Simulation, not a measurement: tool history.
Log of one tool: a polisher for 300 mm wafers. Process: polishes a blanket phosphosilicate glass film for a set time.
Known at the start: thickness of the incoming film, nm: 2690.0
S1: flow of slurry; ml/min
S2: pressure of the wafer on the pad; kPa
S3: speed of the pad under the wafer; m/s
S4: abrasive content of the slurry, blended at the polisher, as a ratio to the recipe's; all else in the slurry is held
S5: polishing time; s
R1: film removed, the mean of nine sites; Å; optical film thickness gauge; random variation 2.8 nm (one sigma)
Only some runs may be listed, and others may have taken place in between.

Run 1, hour 0: S1 215 ml/min, S2 23.4 kPa, S3 1.12 m/s, S4 1, S5 42 s. Result: R1 4748 Å.
Run 2, hour 4.6: S1 160 ml/min, S2 23.4 kPa, S3 1.12 m/s, S4 1, S5 42 s. Result: R1 4396.9 Å.
Run 3, hour 10.4: S1 160 ml/min, S2 22.1 kPa, S3 1.12 m/s, S4 1, S5 42 s. Result: R1 4234.8 Å.
Run 4, hour 17.8: S1 195 ml/min, S2 22.1 kPa, S3 1.12 m/s, S4 1, S5 42 s. Result: R1 4397 Å.
Run 5, hour 19: S1 195 ml/min, S2 26.9 kPa, S3 1.12 m/s, S4 1, S5 42 s. Result: R1 5250.4 Å.
Run 6, hour 20.1: S1 195 ml/min, S2 26.9 kPa, S3 1.12 m/s, S4 1.15, S5 42 s. Result: R1 5566.5 Å.
Run 7, hour 28.1: S1 190 ml/min, S2 24.8 kPa, S3 1.1 m/s, S4 1.15, S5 42 s. Result: R1 5035 Å.
Run 8, hour 32.8: S1 185 ml/min, S2 22.8 kPa, S3 1.1 m/s, S4 1.15, S5 42 s. Result: R1 4633.7 Å.
Run 9, hour 34.5: S1 180 ml/min, S2 21.4 kPa, S3 1.1 m/s, S4 1.15, S5 42 s. Result: R1 4325.8 Å.
Run 10, hour 35.6: S1 175 ml/min, S2 20 kPa, S3 1.1 m/s, S4 1.15, S5 42 s. Result: R1 4153.6 Å.
Run 11, hour 40.4: S1 170 ml/min, S2 18.6 kPa, S3 1.1 m/s, S4 1.15, S5 42 s. Result: R1 3769.5 Å.

Run 12 comes next. What will it give?
Run 12, hour 49.2: S1 165 ml/min, S2 17.9 kPa, S3 1.1 m/s, S4 1.15, S5 42 s. Result: R1 ?.

Run 12 yielded R1 3668.8 Å.
